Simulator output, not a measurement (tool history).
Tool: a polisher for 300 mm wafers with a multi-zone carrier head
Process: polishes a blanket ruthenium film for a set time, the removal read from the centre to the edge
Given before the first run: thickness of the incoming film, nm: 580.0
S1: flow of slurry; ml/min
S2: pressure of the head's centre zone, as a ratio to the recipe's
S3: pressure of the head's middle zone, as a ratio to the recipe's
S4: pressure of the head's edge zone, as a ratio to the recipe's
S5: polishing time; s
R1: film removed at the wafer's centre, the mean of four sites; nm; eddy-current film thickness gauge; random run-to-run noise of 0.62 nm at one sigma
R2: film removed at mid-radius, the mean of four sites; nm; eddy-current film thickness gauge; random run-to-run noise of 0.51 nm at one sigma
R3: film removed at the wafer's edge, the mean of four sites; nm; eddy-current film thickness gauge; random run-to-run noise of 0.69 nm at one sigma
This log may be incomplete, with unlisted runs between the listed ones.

run    day   S1    S2    S3    S4  S5      R1      R2      R3
  1      0  300     1     1     1  78  86.432  85.112  87.791
  2  0.346  300  1.01  0.99  0.97  75  86.806  82.659  81.842
  3  0.458  340  1.01  0.99  0.97  75  86.308  84.523  83.359
  4  0.546  325  0.99  0.97  0.94  73  84.176   79.59   80.72
  5  0.575  315  0.98  0.97  0.92  71  78.785  77.827  76.477
  6  0.896  315  0.98  0.97  0.92  86  96.111  93.214   91.02
  7   1.15  300  0.98  0.96   0.9  82  91.618  87.437  86.959
  8  1.354  310  0.98  0.95  0.89  78   86.41  83.633  82.649
  9  1.425  305  0.99  0.94  0.88  75  83.922  79.595  79.929
 10  1.696  335  1.03  0.95  0.82  59  69.805  63.571  60.824
 11  2.012  340  1.03  0.96  0.84  59  68.123  63.657  61.109
 12  2.088  340  1.04  0.97  0.86  60  71.139  66.293   61.86
 13  2.321  345  1.04  0.97  0.87  60  71.359  66.103  62.364
 14  2.646  345  1.04  0.97  0.88  60  72.272  65.418  63.664
 15    2.7  350  1.04  0.97  0.89  60  71.296  66.551  64.031
 16  3.021  355  1.04  0.97   0.9  60  70.509  67.229  63.933
 17   3.05  350  1.05  0.97  0.91  60  72.782  65.677  65.101

Expected results for the next run?
 18  3.229  355  1.05  0.97  0.91  60   ?   ?   ?

Run 18 yielded R1 72.305 nm, R2 65.866 nm, R3 65.43 nm.
